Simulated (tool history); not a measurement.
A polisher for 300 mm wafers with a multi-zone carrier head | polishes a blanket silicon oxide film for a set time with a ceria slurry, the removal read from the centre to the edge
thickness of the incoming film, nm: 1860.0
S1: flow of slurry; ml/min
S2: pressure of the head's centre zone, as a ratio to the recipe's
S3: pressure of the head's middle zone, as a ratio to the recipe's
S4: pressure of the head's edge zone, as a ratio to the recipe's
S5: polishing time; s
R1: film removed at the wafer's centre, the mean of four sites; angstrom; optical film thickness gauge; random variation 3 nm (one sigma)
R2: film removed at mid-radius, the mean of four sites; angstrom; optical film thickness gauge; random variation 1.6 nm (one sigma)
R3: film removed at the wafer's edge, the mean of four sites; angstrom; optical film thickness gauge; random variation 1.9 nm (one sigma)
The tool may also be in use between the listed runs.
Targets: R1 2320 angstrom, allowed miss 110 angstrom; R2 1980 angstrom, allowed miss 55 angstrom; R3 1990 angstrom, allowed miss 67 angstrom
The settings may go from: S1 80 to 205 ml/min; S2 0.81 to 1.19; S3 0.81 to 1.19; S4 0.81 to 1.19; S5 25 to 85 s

Run 1, hour 0: S1 135 ml/min, S2 1, S3 1, S4 1, S5 55 s. Result: R1 2423 angstrom, R2 2328.9 angstrom, R3 2290.8 angstrom.
Run 2, hour 1.1: S1 135 ml/min, S2 1, S3 0.93, S4 1, S5 55 s. Result: R1 2392.9 angstrom, R2 2215.8 angstrom, R3 2294.8 angstrom.
Run 3, hour 7.6: S1 135 ml/min, S2 0.94, S3 0.93, S4 1, S5 55 s. Result: R1 2216.3 angstrom, R2 2200 angstrom, R3 2286.4 angstrom.
Run 4, hour 15.7: S1 125 ml/min, S2 0.97, S3 0.92, S4 0.96, S5 55 s. Result: R1 2293.6 angstrom, R2 2142.3 angstrom, R3 2191 angstrom.
Run 5, hour 24.1: S1 125 ml/min, S2 0.97, S3 0.92, S4 0.99, S5 55 s. Result: R1 2237.7 angstrom, R2 2141.2 angstrom, R3 2205.6 angstrom.
Run 6, hour 30.6: S1 125 ml/min, S2 0.97, S3 0.85, S4 0.99, S5 55 s. Result: R1 2277.3 angstrom, R2 1994 angstrom, R3 2286.7 angstrom.
At hour 35: edge zone pressure recalibrated.
Run 7, hour 35: S1 120 ml/min, S2 0.98, S3 0.86, S4 0.96, S5 55 s. Result: R1 2256.8 angstrom, R2 1995.5 angstrom, R3 2313.1 angstrom.
Run 8, hour 36.3: S1 125 ml/min, S2 1.01, S3 0.89, S4 0.95, S5 53 s. Result: R1 2287.3 angstrom, R2 1985.1 angstrom, R3 2173.2 angstrom.
Run 9, hour 45.2: S1 125 ml/min, S2 1.02, S3 0.9, S4 0.92, S5 53 s. Result: R1 2301.6 angstrom, R2 2006.2 angstrom, R3 2220.7 angstrom.
Run 10, hour 51: S1 160 ml/min, S2 1.12, S3 1, S4 1.02, S5 41 s. Result: R1 2015.5 angstrom, R2 1815.9 angstrom, R3 1817.6 angstrom.
Run 11, hour 56.5: S1 165 ml/min, S2 1.14, S3 1, S4 1.03, S5 42 s. Result: R1 2211.9 angstrom, R2 1816.6 angstrom, R3 1863.9 angstrom.
Run 12, hour 60.2: S1 170 ml/min, S2 1.13, S3 1.01, S4 1.04, S5 43 s. Result: R1 2264.3 angstrom, R2 1900.3 angstrom, R3 1943.8 angstrom.

5 next moves are on the table. One of them brings every result within its allowed miss. Which?
Run A, hour 63.9: S1 175 ml/min, S2 1.05, S3 1.03, S4 1.07, S5 44 s. Result: R1 ?, R2 ?, R3 ?.
Run B, hour 63.9: S1 170 ml/min, S2 1, S3 0.9, S4 1.09, S5 46 s. Result: R1 ?, R2 ?, R3 ?.
Run C, hour 63.9: S1 150 ml/min, S2 1.04, S3 1.05, S4 1.12, S5 44 s. Result: R1 ?, R2 ?, R3 ?.
Run D, hour 63.9: S1 205 ml/min, S2 1.09, S3 0.96, S4 0.94, S5 45 s. Result: R1 ?, R2 ?, R3 ?.
Run E, hour 63.9: S1 180 ml/min, S2 1.01, S3 0.84, S4 1.11, S5 46 s. Result: R1 ?, R2 ?, R3 ?.

move      R1      R2      R3
   A  2161.7  1969.3  1983.7
   B  2137.7  1850.2  2084.6
   C  2073.3  1942.3  1977.6
   D  2359.4  1956.7  1970.4
   E  2182.2  1775.5  2116.2
A: brings the result that was furthest off to its target, and leaves another outside
B: further off than the last run
C: brings the result that was furthest off to its target, and leaves another outside
D: meets every target
E: further off than the last run
Answer: D
